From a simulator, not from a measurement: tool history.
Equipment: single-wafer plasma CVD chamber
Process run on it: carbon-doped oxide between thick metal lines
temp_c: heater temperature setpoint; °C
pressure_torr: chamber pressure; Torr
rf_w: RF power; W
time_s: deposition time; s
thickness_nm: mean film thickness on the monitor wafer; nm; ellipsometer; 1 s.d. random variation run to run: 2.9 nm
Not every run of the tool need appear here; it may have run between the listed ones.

{"run": 1, "day": 0.0, "temp_c": 335, "pressure_torr": 3.5, "rf_w": 420, "time_s": 124, "thickness_nm": 544.71}
{"run": 2, "day": 0.35, "temp_c": 334, "pressure_torr": 3.56, "rf_w": 430, "time_s": 124, "thickness_nm": 561.26}
{"run": 3, "day": 0.633, "temp_c": 334, "pressure_torr": 3.98, "rf_w": 430, "time_s": 124, "thickness_nm": 567.92}
{"run": 4, "day": 0.721, "temp_c": 333, "pressure_torr": 4.04, "rf_w": 435, "time_s": 124, "thickness_nm": 572.99}
{"run": 5, "day": 1.054, "temp_c": 333, "pressure_torr": 4.04, "rf_w": 380, "time_s": 124, "thickness_nm": 513.4}
{"run": 6, "day": 1.1, "temp_c": 339, "pressure_torr": 4.04, "rf_w": 380, "time_s": 124, "thickness_nm": 503.46}

For run 7, what comes out?
{"run": 7, "day": 1.333, "temp_c": 337, "pressure_torr": 4.09, "rf_w": 395, "time_s": 124, "thickness_nm": "?"}

{"run 7": {"thickness_nm": 527.79}}

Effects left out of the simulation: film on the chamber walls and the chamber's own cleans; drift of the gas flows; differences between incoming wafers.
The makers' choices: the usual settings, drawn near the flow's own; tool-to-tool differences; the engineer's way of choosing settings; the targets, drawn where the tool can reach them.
